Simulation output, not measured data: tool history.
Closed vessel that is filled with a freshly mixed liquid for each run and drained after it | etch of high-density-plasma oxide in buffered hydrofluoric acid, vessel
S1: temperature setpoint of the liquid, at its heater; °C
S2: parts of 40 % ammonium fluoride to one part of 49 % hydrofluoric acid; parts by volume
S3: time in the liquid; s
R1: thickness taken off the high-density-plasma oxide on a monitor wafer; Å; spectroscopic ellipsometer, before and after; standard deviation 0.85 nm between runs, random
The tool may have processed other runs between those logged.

| run | hour | S1 | S2 | S3 | R1 |
|---|---|---|---|---|---|
| 1 | 0.0 | 22.0 | 18.5 | 95 | 1232.7 |
| 2 | 6.3 | 22.0 | 18.5 | 100 | 1301.4 |
| 3 | 8.2 | 22.0 | 13.5 | 100 | 1789.1 |
| 4 | 13.1 | 20.5 | 15.5 | 100 | 1427.8 |
| 5 | 21.2 | 19.5 | 16.5 | 100 | 1255.6 |
| 6 | 23.7 | 19.0 | 17.0 | 100 | 1197.9 |
|  | 25.0 | hydrofluoric acid flow meter replaced |
| 7 | 25.0 | 18.5 | 17.5 | 100 | 1210.3 |
| 8 | 29.8 | 18.0 | 18.5 | 100 | 1101.8 |
| 9 | 33.8 | 17.5 | 19.0 | 100 | 1070.4 |

Predict the results of run 10:
| 10 | 40.0 | 17.5 | 19.5 | 100 | ? |

{"run 10": {"R1": 1024.2}}

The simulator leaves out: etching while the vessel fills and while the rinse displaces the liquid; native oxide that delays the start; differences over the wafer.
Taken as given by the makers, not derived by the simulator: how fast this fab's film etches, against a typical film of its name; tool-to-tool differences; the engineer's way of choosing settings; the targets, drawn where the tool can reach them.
